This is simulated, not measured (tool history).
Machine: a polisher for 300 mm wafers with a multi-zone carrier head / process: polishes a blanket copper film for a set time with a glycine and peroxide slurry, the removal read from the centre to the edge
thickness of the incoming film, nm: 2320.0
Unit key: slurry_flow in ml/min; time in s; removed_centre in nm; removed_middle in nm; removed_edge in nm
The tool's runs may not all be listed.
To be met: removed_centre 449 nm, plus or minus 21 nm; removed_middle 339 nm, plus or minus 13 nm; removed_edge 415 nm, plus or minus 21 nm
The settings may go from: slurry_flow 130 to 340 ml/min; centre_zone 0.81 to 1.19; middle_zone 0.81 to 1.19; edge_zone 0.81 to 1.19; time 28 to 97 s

{"run": 1, "day": 0.0, "slurry_flow": 220, "centre_zone": 1, "middle_zone": 1, "edge_zone": 1, "time": 62, "removed_centre": 341.48, "removed_middle": 340.08, "removed_edge": 335.24}
{"run": 2, "day": 0.333, "slurry_flow": 220, "centre_zone": 1, "middle_zone": 1, "edge_zone": 1, "time": 50, "removed_centre": 270.13, "removed_middle": 277.93, "removed_edge": 270.26}
{"run": 3, "day": 0.462, "slurry_flow": 220, "centre_zone": 0.95, "middle_zone": 1, "edge_zone": 1, "time": 50, "removed_centre": 265.09, "removed_middle": 275.14, "removed_edge": 267.12}
{"run": 4, "day": 0.704, "slurry_flow": 220, "centre_zone": 0.95, "middle_zone": 1, "edge_zone": 1, "time": 65, "removed_centre": 339.76, "removed_middle": 353.22, "removed_edge": 348.04}
{"run": 5, "day": 1.075, "slurry_flow": 220, "centre_zone": 1.01, "middle_zone": 1, "edge_zone": 1, "time": 65, "removed_centre": 358.76, "removed_middle": 345.51, "removed_edge": 348.49}
{"run": 6, "day": 1.204, "slurry_flow": 220, "centre_zone": 1.01, "middle_zone": 0.93, "edge_zone": 1, "time": 65, "removed_centre": 361.96, "removed_middle": 329.85, "removed_edge": 349.96}
{"run": 7, "day": 1.288, "slurry_flow": 225, "centre_zone": 1.05, "middle_zone": 0.91, "edge_zone": 1.04, "time": 66, "removed_centre": 384.67, "removed_middle": 332.56, "removed_edge": 362.65}
{"run": 8, "day": 1.488, "slurry_flow": 225, "centre_zone": 1.07, "middle_zone": 0.89, "edge_zone": 1.07, "time": 67, "removed_centre": 387.01, "removed_middle": 322.2, "removed_edge": 369.14}
{"run": 9, "day": 1.658, "slurry_flow": 230, "centre_zone": 1.09, "middle_zone": 0.88, "edge_zone": 1.08, "time": 69, "removed_centre": 404.02, "removed_middle": 345.37, "removed_edge": 390.66}
{"run": 10, "day": 1.775, "slurry_flow": 225, "centre_zone": 1.11, "middle_zone": 0.86, "edge_zone": 1.08, "time": 70, "removed_centre": 423.93, "removed_middle": 339.95, "removed_edge": 391.98}

Exactly one of the 5 candidate moves below puts every result within its allowed miss. Which one?
{"run": "A", "day": 1.892, "slurry_flow": 130, "centre_zone": 1.13, "middle_zone": 0.83, "edge_zone": 1.1, "time": 77, "removed_centre": "?", "removed_middle": "?", "removed_edge": "?"}
{"run": "B", "day": 1.892, "slurry_flow": 200, "centre_zone": 1.16, "middle_zone": 0.91, "edge_zone": 1.07, "time": 67, "removed_centre": "?", "removed_middle": "?", "removed_edge": "?"}
{"run": "C", "day": 1.892, "slurry_flow": 230, "centre_zone": 0.98, "middle_zone": 0.86, "edge_zone": 1.19, "time": 73, "removed_centre": "?", "removed_middle": "?", "removed_edge": "?"}
{"run": "D", "day": 1.892, "slurry_flow": 255, "centre_zone": 1.07, "middle_zone": 0.89, "edge_zone": 1.08, "time": 68, "removed_centre": "?", "removed_middle": "?", "removed_edge": "?"}
{"run": "E", "day": 1.892, "slurry_flow": 225, "centre_zone": 1.1, "middle_zone": 0.92, "edge_zone": 1.07, "time": 74, "removed_centre": "?", "removed_middle": "?", "removed_edge": "?"}

move=A removed_centre=444.22 removed_middle=339.83 removed_edge=407.37
move=B removed_centre=416.79 removed_middle=333.56 removed_edge=360.79
move=C removed_centre=393.8 removed_middle=351.68 removed_edge=419.48
move=D removed_centre=402.21 removed_middle=340.05 removed_edge=374.21
move=E removed_centre=443.59 removed_middle=376.06 removed_edge=401.76
A: each result inside its tolerance
B: the biggest miss grows against the last run
C: the biggest miss grows against the last run
D: the biggest miss grows against the last run
E: the worst result of the last run now meets its target, but another is out of spec
Move A is the one to make.
